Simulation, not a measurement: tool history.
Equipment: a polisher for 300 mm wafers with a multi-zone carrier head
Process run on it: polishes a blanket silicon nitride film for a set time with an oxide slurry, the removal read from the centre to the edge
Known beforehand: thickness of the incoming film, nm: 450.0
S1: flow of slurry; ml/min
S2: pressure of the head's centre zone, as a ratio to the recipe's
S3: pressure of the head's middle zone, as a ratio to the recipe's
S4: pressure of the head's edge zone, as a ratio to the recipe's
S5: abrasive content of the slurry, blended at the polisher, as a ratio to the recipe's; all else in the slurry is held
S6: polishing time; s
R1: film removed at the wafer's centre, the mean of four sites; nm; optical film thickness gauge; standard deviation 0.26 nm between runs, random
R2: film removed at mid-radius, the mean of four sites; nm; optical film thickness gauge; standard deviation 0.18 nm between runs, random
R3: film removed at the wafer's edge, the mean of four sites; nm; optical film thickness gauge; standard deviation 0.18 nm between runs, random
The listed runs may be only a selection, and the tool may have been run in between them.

run 1 hour=0.0 | S1=130 S2=1.00 S3=1.00 S4=1.00 S5=1.0 S6=35 | R1=24.141 R2=24.464 R3=24.343
run 2 hour=3.4 | S1=135 S2=1.01 S3=1.00 S4=0.99 S5=1.0 S6=35 | R1=24.825 R2=24.801 R3=24.655
run 3 hour=11.6 | S1=135 S2=1.01 S3=1.00 S4=0.99 S5=1.0 S6=28 | R1=20.241 R2=19.805 R3=19.365
run 4 hour=12.7 | S1=135 S2=1.01 S3=1.00 S4=1.04 S5=1.0 S6=28 | R1=19.859 R2=19.844 R3=20.061
run 5 hour=21.0 | S1=145 S2=1.03 S3=1.02 S4=1.06 S5=1.0 S6=28 | R1=20.582 R2=20.599 R3=20.622
run 6 hour=26.0 | S1=145 S2=1.03 S3=1.02 S4=1.06 S5=1.0 S6=34 | R1=24.581 R2=24.800 R3=24.707

The next listed run, before its measurement:
run 7 hour=33.2 | S1=145 S2=1.03 S3=1.02 S4=1.05 S5=1.0 S6=34 | R1=? R2=? R3=?

{"run 7": {"R1": 25.422, "R2": 24.969, "R3": 24.46}}

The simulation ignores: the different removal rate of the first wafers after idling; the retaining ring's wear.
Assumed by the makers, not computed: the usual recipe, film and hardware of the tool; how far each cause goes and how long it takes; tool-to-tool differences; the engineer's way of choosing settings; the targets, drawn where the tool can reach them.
